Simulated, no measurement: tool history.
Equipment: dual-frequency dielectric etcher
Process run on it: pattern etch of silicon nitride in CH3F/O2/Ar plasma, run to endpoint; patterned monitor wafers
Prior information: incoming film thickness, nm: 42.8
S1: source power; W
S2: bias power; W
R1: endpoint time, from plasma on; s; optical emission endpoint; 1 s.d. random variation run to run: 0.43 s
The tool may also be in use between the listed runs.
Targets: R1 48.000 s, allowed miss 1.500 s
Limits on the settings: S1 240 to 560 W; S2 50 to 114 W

run  hour   S1  S2      R1
  1   0.0  400  82  58.073
  2   7.0  430  86  55.821
  3   9.8  480  86  52.092
  4  17.7  480  72  56.468
  5  25.6  540  72  54.916
  6  27.6  540  64  57.349
  7  32.7  540  70  54.550
  8  38.0  540  70  55.612
  9  39.5  540  75  53.822
 10  40.6  540  79  52.290
 11  42.1  540  82  50.748
 12  51.0  540  83  51.238
     53.9  -- wet clean of the chamber
 13  53.9  540  85  49.770

Next run, 4 choices. One meets every target within its allowed miss, the rest don't. Which?
  A  56.8  510  84   ?
  B  56.8  560  88   ?
  C  56.8  500  76   ?
  D  56.8  460  84   ?

move      R1
   A  51.604
   B  48.839
   C  54.318
   D  53.618
A: misses by more than the last run did
B: meets every target
C: misses by more than the last run did
D: misses by more than the last run did
Answer: B

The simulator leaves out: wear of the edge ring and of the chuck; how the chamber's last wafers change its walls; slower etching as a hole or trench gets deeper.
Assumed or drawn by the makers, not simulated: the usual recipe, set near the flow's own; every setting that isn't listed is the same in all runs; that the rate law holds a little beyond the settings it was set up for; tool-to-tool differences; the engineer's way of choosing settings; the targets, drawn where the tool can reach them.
